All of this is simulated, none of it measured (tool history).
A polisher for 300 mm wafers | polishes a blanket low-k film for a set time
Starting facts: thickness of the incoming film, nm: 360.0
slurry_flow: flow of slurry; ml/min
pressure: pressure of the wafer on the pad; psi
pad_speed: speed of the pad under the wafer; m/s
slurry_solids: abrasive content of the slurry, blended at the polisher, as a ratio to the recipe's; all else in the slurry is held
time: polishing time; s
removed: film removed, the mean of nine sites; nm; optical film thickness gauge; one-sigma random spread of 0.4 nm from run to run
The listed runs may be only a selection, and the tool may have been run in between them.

run 1 hour=0.0 | slurry_flow=145 pressure=2.0 pad_speed=0.94 slurry_solids=1.0 time=119 | removed=39.996
run 2 hour=2.0 | slurry_flow=150 pressure=2.0 pad_speed=0.94 slurry_solids=1.0 time=119 | removed=40.054
run 3 hour=7.1 | slurry_flow=150 pressure=2.0 pad_speed=0.82 slurry_solids=1.0 time=119 | removed=35.591
run 4 hour=12.1 | slurry_flow=150 pressure=1.7 pad_speed=0.82 slurry_solids=1.0 time=119 | removed=30.374
run 5 hour=19.3 | slurry_flow=150 pressure=1.4 pad_speed=0.82 slurry_solids=1.0 time=119 | removed=25.528
run 6 hour=24.2 | slurry_flow=155 pressure=1.5 pad_speed=0.82 slurry_solids=1.0 time=119 | removed=26.816
run 7 hour=26.6 | slurry_flow=180 pressure=2.1 pad_speed=0.84 slurry_solids=1.0 time=119 | removed=38.943
run 8 hour=34.0 | slurry_flow=180 pressure=2.2 pad_speed=0.84 slurry_solids=1.0 time=119 | removed=41.031
run 9 hour=37.8 | slurry_flow=180 pressure=2.4 pad_speed=0.84 slurry_solids=1.0 time=119 | removed=44.590
run 10 hour=39.2 | slurry_flow=180 pressure=2.5 pad_speed=0.84 slurry_solids=1.0 time=119 | removed=46.737

What does the tool deliver on the next run?
run 11 hour=44.7 | slurry_flow=180 pressure=2.6 pad_speed=0.84 slurry_solids=1.0 time=119 | removed=?

For run 11 the tool returned removed 48.844 nm.
